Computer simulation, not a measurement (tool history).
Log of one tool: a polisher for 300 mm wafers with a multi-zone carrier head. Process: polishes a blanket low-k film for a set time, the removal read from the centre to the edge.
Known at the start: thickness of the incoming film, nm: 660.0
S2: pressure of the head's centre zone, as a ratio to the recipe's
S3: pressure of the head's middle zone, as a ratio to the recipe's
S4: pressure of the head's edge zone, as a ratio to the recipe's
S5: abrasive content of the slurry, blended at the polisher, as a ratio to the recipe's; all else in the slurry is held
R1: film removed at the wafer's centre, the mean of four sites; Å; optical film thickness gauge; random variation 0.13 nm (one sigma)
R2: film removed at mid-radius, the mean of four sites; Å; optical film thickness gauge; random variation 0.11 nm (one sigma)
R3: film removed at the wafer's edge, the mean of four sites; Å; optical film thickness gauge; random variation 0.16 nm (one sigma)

Run 1, day 0: flow of slurry (ml/min) 145, S2 1, S3 1, S4 1, S5 1, polishing time (s) 36. Result: R1 70.506 Å, R2 69.741 Å, R3 69.225 Å.
Run 2, day 0.05: flow of slurry (ml/min) 160, S2 1.01, S3 1.06, S4 1.02, S5 1.15, polishing time (s) 39. Result: R1 83.687 Å, R2 86.828 Å, R3 82.985 Å.
Run 3, day 0.192: flow of slurry (ml/min) 160, S2 1.01, S3 1.06, S4 0.93, S5 1.15, polishing time (s) 39. Result: R1 83.667 Å, R2 88.127 Å, R3 80.415 Å.
Run 4, day 0.267: flow of slurry (ml/min) 160, S2 0.96, S3 1.06, S4 0.93, S5 1.15, polishing time (s) 39. Result: R1 80.751 Å, R2 86.72 Å, R3 78.717 Å.
Run 5, day 0.308: flow of slurry (ml/min) 175, S2 1, S3 1.1, S4 0.95, S5 1.25, polishing time (s) 41. Result: R1 92.489 Å, R2 98.244 Å, R3 87.351 Å.
Run 6, day 0.342: flow of slurry (ml/min) 170, S2 1, S3 1.12, S4 0.95, S5 1.35, polishing time (s) 44. Result: R1 103.95 Å, R2 111.35 Å, R3 96.852 Å.
Run 7, day 0.567: flow of slurry (ml/min) 175, S2 0.99, S3 1.14, S4 0.97, S5 1.4, polishing time (s) 46. Result: R1 105.81 Å, R2 119.97 Å, R3 104.18 Å.

Run 8 comes next. What will it give?
Run 8, day 0.604: flow of slurry (ml/min) 180, S2 1.01, S3 1.15, S4 0.98, S5 1.45, polishing time (s) 47. Result: R1 ?, R2 ?, R3 ?.

Run 8 gave R1 115.46 Å, R2 126.84 Å, R3 111.85 Å.
